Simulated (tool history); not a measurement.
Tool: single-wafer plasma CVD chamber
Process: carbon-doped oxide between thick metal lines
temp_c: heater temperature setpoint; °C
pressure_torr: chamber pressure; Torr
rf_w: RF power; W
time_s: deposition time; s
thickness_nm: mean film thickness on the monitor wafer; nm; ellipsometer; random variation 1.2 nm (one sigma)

run    day  temp_c  pressure_torr  rf_w  time_s  thickness_nm
  1      0     365           4.57   530    88.8        420.29
  2  0.158     365           4.57   560    88.8         433.6
  3  0.283     366           4.38   545    88.8        423.17
  4  0.575     367           4.21   535    88.8        414.35
  5  0.696     368           4.03   530    88.8        410.49
  6  0.858     363           4.03   530    88.8        411.81
  7  1.212     363            3.9   520    88.8        406.66
  8   1.55     371           2.99   460    88.8        360.91

Run 9 comes next. What will it give?
  9  1.696     371           3.04   460    88.8             ?

thickness_nm: 359.63 nm

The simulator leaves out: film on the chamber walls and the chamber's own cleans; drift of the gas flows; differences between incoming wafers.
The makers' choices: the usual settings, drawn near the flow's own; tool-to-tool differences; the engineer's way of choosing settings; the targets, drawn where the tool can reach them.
